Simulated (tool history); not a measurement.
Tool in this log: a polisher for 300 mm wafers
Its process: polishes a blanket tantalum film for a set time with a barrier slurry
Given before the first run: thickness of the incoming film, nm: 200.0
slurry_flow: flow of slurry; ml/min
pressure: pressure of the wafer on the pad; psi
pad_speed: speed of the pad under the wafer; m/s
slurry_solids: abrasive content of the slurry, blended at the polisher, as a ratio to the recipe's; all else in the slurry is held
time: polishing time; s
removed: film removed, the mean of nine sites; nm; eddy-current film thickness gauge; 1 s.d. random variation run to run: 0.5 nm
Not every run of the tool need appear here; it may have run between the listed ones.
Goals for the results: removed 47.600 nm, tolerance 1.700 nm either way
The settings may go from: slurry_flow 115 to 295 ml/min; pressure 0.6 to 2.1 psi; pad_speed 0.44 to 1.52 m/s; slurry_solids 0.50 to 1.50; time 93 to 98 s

| run | hour | slurry_flow | pressure | pad_speed | slurry_solids | time | removed |
|---|---|---|---|---|---|---|---|
| 1 | 0.0 | 190 | 1.3 | 0.98 | 1.00 | 93 | 90.021 |
| 2 | 5.4 | 190 | 1.2 | 0.96 | 1.00 | 93 | 81.649 |
| 3 | 9.8 | 190 | 1.2 | 0.96 | 0.85 | 93 | 79.964 |
| 4 | 12.2 | 190 | 1.1 | 0.96 | 0.85 | 93 | 72.549 |
| 5 | 18.3 | 190 | 1.0 | 0.96 | 0.85 | 93 | 64.892 |
| 6 | 26.6 | 190 | 0.9 | 0.96 | 0.85 | 93 | 60.134 |
| 7 | 34.0 | 185 | 0.8 | 0.96 | 0.85 | 93 | 53.341 |
| 8 | 37.4 | 180 | 0.8 | 0.96 | 0.85 | 93 | 53.154 |
| 9 | 40.6 | 175 | 0.8 | 0.96 | 0.85 | 93 | 52.404 |
| 10 | 45.9 | 170 | 0.8 | 0.96 | 0.85 | 93 | 53.240 |

Consider the 5 candidate settings below. Which is the only one whose results all fall within their allowed miss of target?
| A | 51.2 | 150 | 0.7 | 1.26 | 0.85 | 93 | ? |
| B | 51.2 | 195 | 0.8 | 0.92 | 0.85 | 93 | ? |
| C | 51.2 | 225 | 0.9 | 0.80 | 1.15 | 98 | ? |
| D | 51.2 | 150 | 0.8 | 0.76 | 0.95 | 93 | ? |
| E | 51.2 | 170 | 0.7 | 1.02 | 0.80 | 93 | ? |

| move | removed |
|---|---|
| A | 56.742 |
| B | 51.433 |
| C | 58.462 |
| D | 44.435 |
| E | 47.926 |
A: the biggest miss grows against the last run
B: nearer than the last run, and not there yet
C: the biggest miss grows against the last run
D: the result that was furthest off in the last run now lies on the other side of its target
E: hits every target within its allowed miss
Correct choice: E, which meets every target
